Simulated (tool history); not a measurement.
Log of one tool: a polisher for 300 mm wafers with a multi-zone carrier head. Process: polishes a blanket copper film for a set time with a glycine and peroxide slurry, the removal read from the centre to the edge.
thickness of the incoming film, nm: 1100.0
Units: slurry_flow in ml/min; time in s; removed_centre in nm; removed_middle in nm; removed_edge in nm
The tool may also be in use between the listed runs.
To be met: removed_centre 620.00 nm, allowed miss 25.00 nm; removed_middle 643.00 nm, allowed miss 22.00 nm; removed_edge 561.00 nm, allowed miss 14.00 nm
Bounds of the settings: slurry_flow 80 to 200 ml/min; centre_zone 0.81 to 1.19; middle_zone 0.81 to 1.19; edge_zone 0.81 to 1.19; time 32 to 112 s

run 1 day=0.000 | slurry_flow=130 centre_zone=1.00 middle_zone=1.00 edge_zone=1.00 time=72 | removed_centre=429.51 removed_middle=431.39 removed_edge=439.22
run 2 day=0.096 | slurry_flow=140 centre_zone=1.02 middle_zone=1.04 edge_zone=1.02 time=74 | removed_centre=449.76 removed_middle=465.84 removed_edge=452.81
run 3 day=0.396 | slurry_flow=150 centre_zone=1.04 middle_zone=1.06 edge_zone=1.03 time=77 | removed_centre=500.38 removed_middle=500.49 removed_edge=485.72
run 4 day=0.546 | slurry_flow=150 centre_zone=1.12 middle_zone=1.06 edge_zone=1.03 time=77 | removed_centre=536.72 removed_middle=506.15 removed_edge=481.53
run 5 day=0.738 | slurry_flow=150 centre_zone=1.12 middle_zone=1.11 edge_zone=1.03 time=77 | removed_centre=532.05 removed_middle=520.14 removed_edge=486.84
run 6 day=0.858 | slurry_flow=150 centre_zone=1.12 middle_zone=1.11 edge_zone=1.03 time=59 | removed_centre=415.01 removed_middle=403.41 removed_edge=371.32
run 7 day=1.092 | slurry_flow=160 centre_zone=1.12 middle_zone=1.13 edge_zone=1.04 time=64 | removed_centre=454.76 removed_middle=450.23 removed_edge=417.00
run 8 day=1.238 | slurry_flow=165 centre_zone=1.12 middle_zone=1.14 edge_zone=1.03 time=68 | removed_centre=483.16 removed_middle=481.94 removed_edge=435.33
run 9 day=1.346 | slurry_flow=170 centre_zone=1.12 middle_zone=1.15 edge_zone=1.03 time=71 | removed_centre=516.82 removed_middle=506.76 removed_edge=450.06
run 10 day=1.408 | slurry_flow=175 centre_zone=1.11 middle_zone=1.16 edge_zone=1.04 time=74 | removed_centre=532.13 removed_middle=538.34 removed_edge=481.00
run 11 day=1.667 | slurry_flow=180 centre_zone=1.11 middle_zone=1.17 edge_zone=1.04 time=76 | removed_centre=545.07 removed_middle=557.70 removed_edge=491.28

Which of these 4 next moves meets every target?
run A day=1.925 | slurry_flow=140 centre_zone=1.14 middle_zone=1.00 edge_zone=1.15 time=93 | removed_centre=? removed_middle=? removed_edge=?
run B day=1.925 | slurry_flow=185 centre_zone=1.09 middle_zone=1.19 edge_zone=0.96 time=66 | removed_centre=? removed_middle=? removed_edge=?
run C day=1.925 | slurry_flow=200 centre_zone=1.10 middle_zone=1.18 edge_zone=1.05 time=85 | removed_centre=? removed_middle=? removed_edge=?
run D day=1.925 | slurry_flow=170 centre_zone=0.92 middle_zone=1.19 edge_zone=1.03 time=82 | removed_centre=? removed_middle=? removed_edge=?

move=A removed_centre=654.06 removed_middle=574.39 removed_edge=619.01
move=B removed_centre=471.36 removed_middle=498.73 removed_edge=416.19
move=C removed_centre=620.90 removed_middle=645.19 removed_edge=564.81
move=D removed_centre=485.82 removed_middle=611.38 removed_edge=529.39
A: takes the result that was furthest off past its target
B: further off than the last run
C: meets every target
D: further off than the last run
The right move is C.
